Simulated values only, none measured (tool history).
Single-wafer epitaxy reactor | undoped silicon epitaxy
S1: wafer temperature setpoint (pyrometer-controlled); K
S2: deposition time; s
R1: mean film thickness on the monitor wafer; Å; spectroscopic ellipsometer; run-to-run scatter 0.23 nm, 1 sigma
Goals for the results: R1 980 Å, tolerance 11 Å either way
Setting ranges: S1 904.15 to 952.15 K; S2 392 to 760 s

{"run": 1, "hour": 0.0, "S1": 928.15, "S2": 576, "R1": 1100.8}
{"run": 2, "hour": 7.3, "S1": 928.15, "S2": 632, "R1": 1209.4}
{"run": 3, "hour": 11.3, "S1": 926.15, "S2": 632, "R1": 1155}
{"run": 4, "hour": 20.2, "S1": 924.15, "S2": 632, "R1": 1098.8}
{"run": 5, "hour": 23.0, "S1": 923.15, "S2": 632, "R1": 1071.3}
{"run": 6, "hour": 30.6, "S1": 922.15, "S2": 632, "R1": 1042.1}
{"run": 7, "hour": 31.4, "S1": 921.15, "S2": 632, "R1": 1016}
{"run": 8, "hour": 34.4, "S1": 920.15, "S2": 632, "R1": 992.14}

Which of these 5 next moves meets every target?
{"run": "A", "hour": 37.4, "S1": 920.15, "S2": 641, "R1": "?"}
{"run": "B", "hour": 37.4, "S1": 923.15, "S2": 607, "R1": "?"}
{"run": "C", "hour": 37.4, "S1": 919.15, "S2": 658, "R1": "?"}
{"run": "D", "hour": 37.4, "S1": 921.15, "S2": 611, "R1": "?"}
{"run": "E", "hour": 37.4, "S1": 918.15, "S2": 669, "R1": "?"}

move=A R1=1003.1
move=B R1=1023.8
move=C R1=1004.2
move=D R1=980.37
move=E R1=995.6
A: the biggest miss grows against the last run
B: the biggest miss grows against the last run
C: the biggest miss grows against the last run
D: every result lands within tolerance
E: the biggest miss grows against the last run
D is the move that brings every result within its allowed miss.
